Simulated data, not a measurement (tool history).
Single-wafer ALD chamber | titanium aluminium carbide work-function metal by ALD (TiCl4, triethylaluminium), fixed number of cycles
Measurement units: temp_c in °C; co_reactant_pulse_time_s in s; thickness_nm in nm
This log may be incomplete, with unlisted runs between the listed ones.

run  hour  temp_c  co_reactant_pulse_time_s  thickness_nm
  1   0.0     275                      9.34        1.7136
  2   6.2     282                      9.34        1.7695
  3   8.8     282                      7.61        1.7209
  4  15.2     277                      7.42        1.6724
  5  18.9     274                      7.32        1.6486
  6  24.0     274                      4.98        1.5011
  7  32.4     277                      5.03        1.5206
  8  36.0     280                      5.09        1.5534

Run 9, settings as shown, results not yet in. Your forecast:
  9  38.1     281                      5.12             ?

thickness_nm: 1.5657 nm
